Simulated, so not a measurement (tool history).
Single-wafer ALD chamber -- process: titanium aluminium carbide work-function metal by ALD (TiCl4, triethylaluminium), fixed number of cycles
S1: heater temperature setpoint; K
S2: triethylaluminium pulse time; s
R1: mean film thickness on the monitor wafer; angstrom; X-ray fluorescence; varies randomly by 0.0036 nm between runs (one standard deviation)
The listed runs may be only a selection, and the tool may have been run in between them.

run  hour      S1    S2      R1
  1   0.0  593.15  7.49  20.543
  2   2.1  587.15  6.62  19.819
  3   3.1  583.15  5.54  18.966
  4   9.5  580.15  5.00  18.449
  5  18.4  580.15  4.25  17.911
  6  23.5  589.15  4.25  18.518
  7  32.5  586.15  4.02  18.086

What will run 8 give?
  8  40.4  584.15  3.88   ?

{"run 8": {"R1": 17.942}}

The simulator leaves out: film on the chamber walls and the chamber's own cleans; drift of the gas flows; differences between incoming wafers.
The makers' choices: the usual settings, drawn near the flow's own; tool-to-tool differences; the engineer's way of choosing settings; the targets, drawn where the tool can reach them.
